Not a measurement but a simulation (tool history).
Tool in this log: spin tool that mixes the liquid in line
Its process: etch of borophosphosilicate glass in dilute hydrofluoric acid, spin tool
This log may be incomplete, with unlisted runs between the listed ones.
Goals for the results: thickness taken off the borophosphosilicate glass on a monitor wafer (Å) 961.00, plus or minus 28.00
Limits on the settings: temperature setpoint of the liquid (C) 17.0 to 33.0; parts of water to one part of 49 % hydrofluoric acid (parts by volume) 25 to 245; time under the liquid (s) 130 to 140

run,hour,temperature setpoint of the liquid (C),parts of water to one part of 49 % hydrofluoric acid (parts by volume),time under the liquid (s),thickness taken off the borophosphosilicate glass on a monitor wafer (Å)
1,0.0,25.0,135,130,478.03
2,5.1,26.0,125,130,544.69
3,11.3,27.0,120,130,594.52
4,12.2,23.5,120,130,518.39
5,16.0,25.0,115,130,578.02
6,17.1,26.0,110,130,632.54
7,19.0,27.0,105,130,684.76
8,27.9,28.0,105,130,719.50
9,36.2,29.0,105,130,747.13
10,40.9,29.5,105,130,759.21
11,45.0,33.0,90,130,1028.60
12,46.5,32.0,90,130,996.40

Below are 4 possible settings for the next run. Only one of them brings all results inside the allowed miss of their targets. Which is it?
A,48.0,31.0,85,140,?
B,48.0,32.0,85,130,?
C,48.0,32.5,95,130,?
D,48.0,33.0,95,140,?

move,thickness taken off the borophosphosilicate glass on a monitor wafer (Å)
A,1101.20
B,1061.60
C,953.08
D,1045.40
A: lands further from the targets than the last run did
B: lands further from the targets than the last run did
C: every result lands within tolerance
D: lands further from the targets than the last run did
C meets every target.

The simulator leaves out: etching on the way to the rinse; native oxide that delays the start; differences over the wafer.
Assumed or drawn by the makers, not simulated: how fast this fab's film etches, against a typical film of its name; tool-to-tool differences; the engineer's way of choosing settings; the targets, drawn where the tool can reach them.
